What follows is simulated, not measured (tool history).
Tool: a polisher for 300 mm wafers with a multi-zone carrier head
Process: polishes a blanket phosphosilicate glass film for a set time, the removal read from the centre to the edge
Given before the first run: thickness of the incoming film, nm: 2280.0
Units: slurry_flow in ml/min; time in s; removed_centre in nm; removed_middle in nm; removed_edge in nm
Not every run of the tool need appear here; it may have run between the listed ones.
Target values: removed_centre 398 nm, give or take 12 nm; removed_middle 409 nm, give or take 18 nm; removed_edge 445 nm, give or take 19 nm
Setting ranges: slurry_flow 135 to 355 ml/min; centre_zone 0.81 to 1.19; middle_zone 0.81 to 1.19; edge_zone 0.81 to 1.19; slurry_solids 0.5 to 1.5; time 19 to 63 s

run  hour  slurry_flow  centre_zone  middle_zone  edge_zone  slurry_solids  time  removed_centre  removed_middle  removed_edge
  1     0          225            1            1          1              1    41          283.43          280.86        277.29
  2   1.7          225            1            1       1.02           1.05    42           295.3          294.29        292.25
  3   9.7          225            1         1.06       1.02           1.05    42          294.69          300.31        288.56
  4  14.9          225         0.99         1.05       1.04            1.1    43             307          310.43        311.75
  5  17.9          225         0.99         1.09       1.04            1.1    43           304.6          327.39        314.87
  6  24.8          225         0.99         1.03       1.04            1.1    43          307.46          315.56        308.47
  7  28.6          220         0.98         1.01       1.06           1.15    44          312.31          321.17        331.79
  8  36.3          245         1.03         1.06       1.16            1.4    46           374.7          372.08        382.07
  9  41.6          245         1.02         1.06       1.16            1.4    46           365.6          381.37        389.16
 10  47.1          245         1.02         1.05       1.16            1.4    46          369.93           376.7        387.81
 11  49.8          245         1.02         1.04       1.16            1.4    46          372.88          366.42        394.07
 12  57.6          255            1         1.05       1.18           1.45    47          378.51          390.95        406.76

Which single option among these 5 for the next run brings every result within its allowed miss of target? Just one does.
  A  65.4          225         0.97            1       1.19           1.05    58               ?               ?             ?
  B  65.4          280         1.09         1.09       1.17           1.35    45               ?               ?             ?
  C  65.4          250         1.06         0.96       1.16           1.45    46               ?               ?             ?
  D  65.4          290         0.99         1.19       1.01            1.5    42               ?               ?             ?
  E  65.4          285         1.09         1.01       1.15            1.5    46               ?               ?             ?

move  removed_centre  removed_middle  removed_edge
   A          396.87          397.29         438.3
   B          391.69          368.68        377.62
   C          394.17          350.48        391.49
   D          345.89          381.71        340.27
   E          416.22          371.75           398
A: meets every target
B: its largest miss is bigger than the last run's
C: its largest miss is bigger than the last run's
D: its largest miss is bigger than the last run's
E: its largest miss is bigger than the last run's
A is the move that brings every result within its allowed miss.

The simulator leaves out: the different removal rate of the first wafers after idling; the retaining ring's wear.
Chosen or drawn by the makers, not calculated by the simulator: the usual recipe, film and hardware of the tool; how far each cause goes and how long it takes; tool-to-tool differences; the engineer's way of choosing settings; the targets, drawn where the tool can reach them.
